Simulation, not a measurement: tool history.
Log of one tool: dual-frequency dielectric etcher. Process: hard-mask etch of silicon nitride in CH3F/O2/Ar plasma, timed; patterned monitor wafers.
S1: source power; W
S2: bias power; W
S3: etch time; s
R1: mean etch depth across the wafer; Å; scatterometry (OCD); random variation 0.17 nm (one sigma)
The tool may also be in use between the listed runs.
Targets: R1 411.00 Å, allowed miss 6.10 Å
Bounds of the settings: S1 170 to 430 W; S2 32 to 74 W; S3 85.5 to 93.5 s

| run | hour | S1 | S2 | S3 | R1 |
|---|---|---|---|---|---|
| 1 | 0.0 | 300 | 53 | 93.5 | 554.42 |
| 2 | 4.8 | 260 | 46 | 92.5 | 486.22 |
| 3 | 8.5 | 230 | 45 | 92.5 | 453.50 |
| 4 | 15.3 | 210 | 45 | 92.5 | 432.11 |
| 5 | 18.7 | 210 | 45 | 93.5 | 439.64 |
| 6 | 22.0 | 170 | 45 | 93.5 | 391.36 |
| 7 | 25.8 | 170 | 45 | 93.5 | 388.38 |
| 8 | 26.8 | 220 | 46 | 93.5 | 447.76 |
| 9 | 34.7 | 210 | 46 | 93.5 | 441.07 |

Which of these 4 next moves meets every target?
| A | 42.6 | 170 | 49 | 92.5 | ? |
| B | 42.6 | 180 | 46 | 90.0 | ? |
| C | 42.6 | 220 | 42 | 88.0 | ? |
| D | 42.6 | 210 | 49 | 92.5 | ? |

| move | R1 |
|---|---|
| A | 396.33 |
| B | 390.77 |
| C | 408.47 |
| D | 446.83 |
A: takes the result that was furthest off past its target
B: takes the result that was furthest off past its target
C: meets every target
D: further off than the last run
Move C is the one to make.
